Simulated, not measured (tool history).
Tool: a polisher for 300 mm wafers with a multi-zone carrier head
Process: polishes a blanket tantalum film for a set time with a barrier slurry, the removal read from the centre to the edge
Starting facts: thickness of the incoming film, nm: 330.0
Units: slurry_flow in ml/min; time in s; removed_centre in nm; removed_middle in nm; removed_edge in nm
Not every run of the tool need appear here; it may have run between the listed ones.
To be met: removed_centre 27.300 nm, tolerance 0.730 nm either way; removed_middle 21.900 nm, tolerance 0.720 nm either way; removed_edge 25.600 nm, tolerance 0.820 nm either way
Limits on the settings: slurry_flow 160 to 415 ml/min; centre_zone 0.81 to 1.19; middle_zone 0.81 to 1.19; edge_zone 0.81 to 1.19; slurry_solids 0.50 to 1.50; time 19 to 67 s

run    day  slurry_flow  centre_zone  middle_zone  edge_zone  slurry_solids  time  removed_centre  removed_middle  removed_edge
  1  0.000          265         1.00         1.00       1.00           1.00    43          37.600          36.701        37.204
  2  0.175          255         1.01         0.94       0.98           0.85    40          32.176          28.855        32.394
  3  0.425          255         1.01         0.94       0.90           0.85    40          31.671          28.945        30.978
  4  0.646          255         1.01         0.94       0.86           0.85    40          31.954          29.644        29.963
  5  0.683          250         1.02         0.90       0.85           0.75    40          29.884          26.191        27.479
  6  0.871          250         1.08         0.90       0.85           0.75    40          31.516          26.049        28.014
  7  1.083          235         1.06         0.87       0.85           0.70    40          29.282          23.940        26.105
  8  1.246          215         1.05         0.86       0.87           0.70    40          28.494          23.414        26.406
     1.392  -- slurry nozzle cleaned
  9  1.392          200         1.05         0.85       0.87           0.70    40          29.538          23.429        26.772
 10  1.542          200         1.03         0.84       0.87           0.70    40          28.689          23.641        27.156
 11  1.671          200         1.03         0.84       0.87           0.70    40          28.754          23.297        26.703
 12  2.033          200         1.02         0.83       0.87           0.70    40          29.027          23.537        26.844
 13  2.208          175         1.01         0.81       0.89           0.50    40          18.233          15.187        17.973
 14  2.229          170         1.01         0.81       0.88           0.55    40          21.090          17.426        20.627
 15  2.346          170         1.01         0.81       0.87           0.60    40          24.298          19.230        23.184
 16  2.508          175         1.00         0.81       0.85           0.60    40          23.924          19.418        22.823
 17  2.871          170         1.00         0.81       0.84           0.60    40          23.597          19.173        22.652
 18  2.900          245         1.05         0.86       0.94           0.65    40          27.847          22.858        26.366

Which of these 5 next moves meets every target?
  A  2.929          260         1.09         0.88       1.16           0.60    41               ?               ?             ?
  B  2.929          265         1.04         0.87       0.82           0.75    37               ?               ?             ?
  C  2.929          230         1.05         0.84       0.93           0.70    37               ?               ?             ?
  D  2.929          270         0.99         0.91       1.00           0.70    37               ?               ?             ?
  E  2.929          215         1.06         0.81       1.10           0.70    37               ?               ?             ?

move  removed_centre  removed_middle  removed_edge
   A          27.516          22.163        27.416
   B          29.023          24.219        26.320
   C          27.407          22.052        25.950
   D          26.365          23.907        26.971
   E          27.449          21.263        27.656
A: puts the biggest miss on target and leaves a different result outside tolerance
B: moves away from the targets compared with the last run
C: all results in spec
D: moves away from the targets compared with the last run
E: puts the biggest miss on target and leaves a different result outside tolerance
C is the move that brings every result within its allowed miss.
